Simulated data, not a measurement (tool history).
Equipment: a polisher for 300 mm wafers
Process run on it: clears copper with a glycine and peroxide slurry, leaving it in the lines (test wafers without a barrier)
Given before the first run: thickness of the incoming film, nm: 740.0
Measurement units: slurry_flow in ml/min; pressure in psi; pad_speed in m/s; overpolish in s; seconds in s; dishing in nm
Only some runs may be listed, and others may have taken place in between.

{"run": 1, "hour": 0.0, "slurry_flow": 195, "pressure": 2.3, "pad_speed": 1.22, "overpolish": 16, "seconds": 145.88, "dishing": 48.34}
{"run": 2, "hour": 2.0, "slurry_flow": 185, "pressure": 2.1, "pad_speed": 1.24, "overpolish": 14, "seconds": 153.86, "dishing": 40.49}
{"run": 3, "hour": 8.8, "slurry_flow": 185, "pressure": 2.1, "pad_speed": 0.98, "overpolish": 14, "seconds": 180.52, "dishing": 36.389}
{"run": 4, "hour": 17.3, "slurry_flow": 185, "pressure": 2.1, "pad_speed": 0.98, "overpolish": 17, "seconds": 179.28, "dishing": 41.182}
{"run": 5, "hour": 19.1, "slurry_flow": 170, "pressure": 1.9, "pad_speed": 1.04, "overpolish": 15, "seconds": 186.67, "dishing": 36.728}
{"run": 6, "hour": 21.7, "slurry_flow": 190, "pressure": 1.7, "pad_speed": 1.06, "overpolish": 13, "seconds": 196.68, "dishing": 31.985}
{"run": 7, "hour": 23.9, "slurry_flow": 175, "pressure": 1.6, "pad_speed": 1.1, "overpolish": 11, "seconds": 200.33, "dishing": 28.033}
{"run": 8, "hour": 25.1, "slurry_flow": 165, "pressure": 1.5, "pad_speed": 1.14, "overpolish": 10, "seconds": 201.87, "dishing": 24.208}
{"run": 9, "hour": 25.8, "slurry_flow": 155, "pressure": 1.4, "pad_speed": 1.18, "overpolish": 9, "seconds": 203.95, "dishing": 21.693}
{"run": 10, "hour": 33.0, "slurry_flow": 145, "pressure": 1.3, "pad_speed": 1.22, "overpolish": 8, "seconds": 215.67, "dishing": 18.248}

Run 11 is up next; what results do you expect?
{"run": 11, "hour": 35.4, "slurry_flow": 140, "pressure": 1.2, "pad_speed": 1.28, "overpolish": 7, "seconds": "?", "dishing": "?"}

seconds: 217.33 s
dishing: 16.589 nm

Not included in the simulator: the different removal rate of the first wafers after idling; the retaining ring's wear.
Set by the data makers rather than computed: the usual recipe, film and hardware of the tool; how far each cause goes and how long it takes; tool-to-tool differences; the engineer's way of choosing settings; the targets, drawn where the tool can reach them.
